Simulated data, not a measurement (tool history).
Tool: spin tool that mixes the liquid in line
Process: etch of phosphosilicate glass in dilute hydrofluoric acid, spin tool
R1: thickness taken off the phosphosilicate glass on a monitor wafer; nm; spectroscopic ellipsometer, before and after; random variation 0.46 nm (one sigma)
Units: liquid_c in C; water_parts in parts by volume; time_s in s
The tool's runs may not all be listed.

run 1 day=0 | liquid_c=20 water_parts=130 time_s=55 | R1=51.715
run 2 day=0.058 | liquid_c=20 water_parts=90 time_s=55 | R1=77.333
run 3 day=0.279 | liquid_c=17.5 water_parts=90 time_s=55 | R1=68.919
run 4 day=0.329 | liquid_c=19.5 water_parts=90 time_s=55 | R1=76.379
run 5 day=0.512 | liquid_c=19.5 water_parts=90 time_s=55 | R1=75.517
run 6 day=0.85 | liquid_c=21 water_parts=90 time_s=55 | R1=80.856

Forecast run 7:
run 7 day=0.912 | liquid_c=22 water_parts=90 time_s=55 | R1=?

{"run 7": {"R1": 83.249}}

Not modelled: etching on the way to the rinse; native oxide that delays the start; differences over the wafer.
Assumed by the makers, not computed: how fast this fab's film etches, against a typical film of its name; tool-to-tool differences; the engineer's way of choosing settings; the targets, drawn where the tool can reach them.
